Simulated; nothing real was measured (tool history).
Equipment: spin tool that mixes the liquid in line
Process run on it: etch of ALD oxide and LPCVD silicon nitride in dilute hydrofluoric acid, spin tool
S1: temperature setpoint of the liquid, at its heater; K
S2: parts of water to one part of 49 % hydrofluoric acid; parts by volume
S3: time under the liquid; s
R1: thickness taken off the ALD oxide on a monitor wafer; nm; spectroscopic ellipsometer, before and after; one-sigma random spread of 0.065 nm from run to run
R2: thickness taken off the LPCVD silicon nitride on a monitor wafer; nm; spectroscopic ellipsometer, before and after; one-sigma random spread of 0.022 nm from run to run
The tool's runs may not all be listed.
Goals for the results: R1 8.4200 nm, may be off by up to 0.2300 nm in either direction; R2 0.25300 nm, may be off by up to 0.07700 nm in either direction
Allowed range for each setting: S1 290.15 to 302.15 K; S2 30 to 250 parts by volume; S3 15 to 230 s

run,hour,S1,S2,S3,R1,R2
1,0.0,294.15,140,120,10.3970,0.33441
2,4.9,296.15,140,120,11.2900,0.41058
3,13.0,295.15,140,120,10.9190,0.37362
4,20.9,293.65,140,120,10.1660,0.34594
5,23.5,293.15,140,120,10.0940,0.33821
6,30.7,293.15,140,155,13.1470,0.44018
7,35.5,292.65,145,155,12.3020,0.43169
8,41.6,292.15,150,155,11.5360,0.38034
9,42.4,291.65,155,155,10.8220,0.37109

Which one of the following 5 next-run settings gets every result inside its allowed miss? There is exactly one.
A,43.2,290.15,90,75,?,?
B,43.2,290.15,125,105,?,?
C,43.2,290.15,125,100,?,?
D,43.2,293.15,135,165,?,?
E,43.2,290.15,105,150,?,?

move,R1,R2
A,9.0069,0.25453
B,8.7580,0.25930
C,8.3410,0.24696
D,14.2580,0.46396
E,15.2010,0.43846
A: an improvement on the last run, though not all results are within tolerance
B: an improvement on the last run, though not all results are within tolerance
C: each result inside its tolerance
D: the biggest miss grows against the last run
E: the biggest miss grows against the last run
Go with C: it meets all targets.

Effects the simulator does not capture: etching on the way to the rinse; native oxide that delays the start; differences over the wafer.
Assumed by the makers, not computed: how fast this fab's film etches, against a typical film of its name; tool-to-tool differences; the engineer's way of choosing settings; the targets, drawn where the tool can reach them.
